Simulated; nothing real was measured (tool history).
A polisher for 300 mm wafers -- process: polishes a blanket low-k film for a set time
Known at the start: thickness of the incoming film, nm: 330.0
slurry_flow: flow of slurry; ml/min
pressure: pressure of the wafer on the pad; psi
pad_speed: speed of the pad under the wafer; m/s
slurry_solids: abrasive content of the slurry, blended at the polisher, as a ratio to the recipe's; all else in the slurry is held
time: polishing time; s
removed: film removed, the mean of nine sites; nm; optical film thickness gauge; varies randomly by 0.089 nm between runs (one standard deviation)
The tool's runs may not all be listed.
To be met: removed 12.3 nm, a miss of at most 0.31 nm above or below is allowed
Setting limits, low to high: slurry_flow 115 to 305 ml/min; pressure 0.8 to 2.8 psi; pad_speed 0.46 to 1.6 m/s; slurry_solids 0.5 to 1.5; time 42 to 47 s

run  hour  slurry_flow  pressure  pad_speed  slurry_solids  time  removed
  1     0          195       1.8       1.02              1    47   16.068
  2   8.8          210       1.8       1.02              1    47   16.498
  3  12.5          200       1.7       1.02              1    47   15.345
  4  14.9          190       1.6       1.02              1    47    14.52
  5  18.3          185       1.6       1.02              1    47   14.757
  6  25.1          185       1.6       1.02            0.9    47   13.808
  7  31.7          180       1.6       1.02            0.9    47     13.6
  8  39.9          175       1.6       1.02            0.9    47   13.653

Pick the move, out of 5, that brings all results within their allowed miss; only one does.
  A  48.1          195       1.9       0.64            1.1    47        ?
  B  48.1          115       1.2        1.3            1.1    44        ?
  C  48.1          190       1.8        1.1           0.55    47        ?
  D  48.1          190       1.7        0.9            0.9    42        ?
  E  48.1          115       1.6       0.98           0.95    43        ?

move  removed
   A   12.087
   B   12.755
   C   11.231
   D   11.574
   E   11.592
A: every result lands within tolerance
B: nearer the targets than the last run, but a result is still out of spec
C: takes the result that was furthest off past its target
D: takes the result that was furthest off past its target
E: takes the result that was furthest off past its target
Answer: A
